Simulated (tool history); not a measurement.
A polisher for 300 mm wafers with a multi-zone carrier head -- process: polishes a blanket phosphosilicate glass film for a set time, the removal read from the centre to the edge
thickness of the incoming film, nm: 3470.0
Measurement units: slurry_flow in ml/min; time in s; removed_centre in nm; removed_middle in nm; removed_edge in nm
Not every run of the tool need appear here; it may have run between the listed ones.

{"run": 1, "day": 0.0, "slurry_flow": 230, "centre_zone": 1.0, "middle_zone": 1.0, "edge_zone": 1.0, "slurry_solids": 1.0, "time": 82, "removed_centre": 523.5, "removed_middle": 499.9, "removed_edge": 485.44}
{"run": 2, "day": 0.104, "slurry_flow": 230, "centre_zone": 0.95, "middle_zone": 1.0, "edge_zone": 1.0, "slurry_solids": 1.0, "time": 82, "removed_centre": 485.21, "removed_middle": 496.43, "removed_edge": 490.49}
{"run": 3, "day": 0.204, "slurry_flow": 230, "centre_zone": 0.95, "middle_zone": 0.98, "edge_zone": 0.99, "slurry_solids": 0.95, "time": 82, "removed_centre": 477.09, "removed_middle": 482.83, "removed_edge": 476.42}
{"run": 4, "day": 0.271, "slurry_flow": 265, "centre_zone": 0.95, "middle_zone": 0.98, "edge_zone": 0.99, "slurry_solids": 0.95, "time": 82, "removed_centre": 486.69, "removed_middle": 481.7, "removed_edge": 477.46}
{"run": 5, "day": 0.308, "slurry_flow": 265, "centre_zone": 0.94, "middle_zone": 0.96, "edge_zone": 0.99, "slurry_solids": 0.9, "time": 82, "removed_centre": 472.3, "removed_middle": 477.24, "removed_edge": 466.85}
{"run": 6, "day": 0.496, "slurry_flow": 260, "centre_zone": 0.94, "middle_zone": 0.94, "edge_zone": 1.01, "slurry_solids": 0.9, "time": 81, "removed_centre": 473.89, "removed_middle": 454.53, "removed_edge": 458.87}

Run 7 comes next. What will it give?
{"run": 7, "day": 0.75, "slurry_flow": 255, "centre_zone": 0.93, "middle_zone": 0.92, "edge_zone": 1.02, "slurry_solids": 0.9, "time": 81, "removed_centre": "?", "removed_middle": "?", "removed_edge": "?"}

Run 7 measured removed_centre 456.75 nm, removed_middle 458.87 nm, removed_edge 467.21 nm.

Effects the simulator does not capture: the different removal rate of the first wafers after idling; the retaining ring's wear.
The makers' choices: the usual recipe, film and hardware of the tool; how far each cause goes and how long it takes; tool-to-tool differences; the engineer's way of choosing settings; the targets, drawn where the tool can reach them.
